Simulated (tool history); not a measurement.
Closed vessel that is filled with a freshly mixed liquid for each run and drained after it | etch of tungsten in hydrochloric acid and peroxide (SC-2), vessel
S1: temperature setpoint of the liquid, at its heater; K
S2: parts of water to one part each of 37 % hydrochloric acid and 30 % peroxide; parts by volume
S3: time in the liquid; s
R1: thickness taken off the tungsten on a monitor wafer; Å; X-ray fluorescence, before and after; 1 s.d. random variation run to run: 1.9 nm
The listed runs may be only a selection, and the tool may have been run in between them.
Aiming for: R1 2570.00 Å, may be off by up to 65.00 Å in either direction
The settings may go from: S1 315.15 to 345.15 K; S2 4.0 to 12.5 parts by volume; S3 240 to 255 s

run,hour,S1,S2,S3,R1
1,0.0,331.15,7.0,240,834.04
2,8.6,333.15,6.5,240,1012.70
3,14.1,333.15,6.5,240,1006.10
4,16.5,333.15,6.5,255,1058.00
5,19.2,333.15,9.0,255,822.94
6,24.6,330.65,9.0,255,705.28
7,32.8,332.65,8.5,255,835.74
8,39.5,334.65,8.0,255,998.28
9,41.0,336.15,7.5,255,1157.10
10,48.6,337.65,7.0,255,1343.70
11,56.2,345.15,5.0,255,2657.80

Below are 5 possible settings for the next run. Only one of them brings all results inside the allowed miss of their targets. Which is it?
A,63.8,343.15,4.0,255,?
B,63.8,343.65,4.0,240,?
C,63.8,343.15,4.0,250,?
D,63.8,343.65,4.5,250,?
E,63.8,345.15,4.5,245,?

move,R1
A,2796.80
B,2711.20
C,2742.00
D,2606.90
E,2789.90
A: the biggest miss grows against the last run
B: the biggest miss grows against the last run
C: the biggest miss grows against the last run
D: every result lands within tolerance
E: the biggest miss grows against the last run
Correct choice: D, which meets every target
